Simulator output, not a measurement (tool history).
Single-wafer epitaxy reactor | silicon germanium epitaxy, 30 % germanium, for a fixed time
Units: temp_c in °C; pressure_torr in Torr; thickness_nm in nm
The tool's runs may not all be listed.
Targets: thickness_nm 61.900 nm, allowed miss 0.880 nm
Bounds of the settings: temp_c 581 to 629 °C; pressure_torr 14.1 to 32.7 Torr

run,day,temp_c,pressure_torr,thickness_nm
1,0.000,605,23.4,73.552
2,0.088,605,21.6,70.396
3,0.333,603,21.6,68.313
4,0.433,603,24.0,72.656
5,0.800,603,20.2,65.427
6,1.067,603,22.8,70.455
7,1.396,601,22.8,68.092
8,1.550,601,22.8,68.253
9,1.683,600,22.8,67.515
10,1.971,599,22.8,65.996
11,2.183,598,22.8,65.407
12,2.558,597,22.8,63.737
13,2.833,596,22.8,63.191

Which of these 5 next moves meets every target?
A,3.108,604,18.3,?
B,3.108,597,22.8,?
C,3.108,600,21.4,?
D,3.108,599,22.7,?
E,3.108,593,25.7,?

move,thickness_nm
A,62.226
B,64.003
C,64.624
D,65.926
E,64.323
A: meets every target
B: further off than the last run
C: further off than the last run
D: further off than the last run
E: further off than the last run
The right move is A.
